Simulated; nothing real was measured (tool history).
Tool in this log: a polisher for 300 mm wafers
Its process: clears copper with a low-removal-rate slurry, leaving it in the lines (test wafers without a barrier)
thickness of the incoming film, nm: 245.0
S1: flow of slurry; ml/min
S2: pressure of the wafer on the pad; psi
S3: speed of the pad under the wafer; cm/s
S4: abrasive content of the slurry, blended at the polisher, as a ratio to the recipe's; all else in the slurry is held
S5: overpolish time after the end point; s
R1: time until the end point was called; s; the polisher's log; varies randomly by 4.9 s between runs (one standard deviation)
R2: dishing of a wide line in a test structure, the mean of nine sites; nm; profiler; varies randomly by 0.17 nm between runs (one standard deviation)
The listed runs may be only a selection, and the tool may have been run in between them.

run	hour	S1	S2	S3	S4	S5	R1	R2
1	0.0	280	2.2	82	1.0	19	165.67	18.8320
2	6.4	280	2.0	80	1.0	19	189.02	16.3750
3	14.0	215	2.0	80	1.0	19	191.93	16.1080
4	18.3	215	1.8	80	1.0	20	209.45	15.4820
5	24.8	215	1.8	80	1.0	26	213.54	19.7080
# hour 26.3: worn pad replaced by a new one
6	26.3	215	1.8	92	1.0	26	175.51	22.9090
7	35.0	215	1.7	88	1.0	25	191.88	20.5370
8	39.4	215	1.6	84	1.0	24	208.22	18.2190
9	46.8	215	1.5	80	1.0	23	239.56	16.0160
10	52.8	210	1.0	76	1.0	19	357.24	8.8175

What will run 11 give?
11	61.0	210	1.0	76	1.0	20	?	?

{"run 11": {"R1": 367.37, "R2": 9.4471}}

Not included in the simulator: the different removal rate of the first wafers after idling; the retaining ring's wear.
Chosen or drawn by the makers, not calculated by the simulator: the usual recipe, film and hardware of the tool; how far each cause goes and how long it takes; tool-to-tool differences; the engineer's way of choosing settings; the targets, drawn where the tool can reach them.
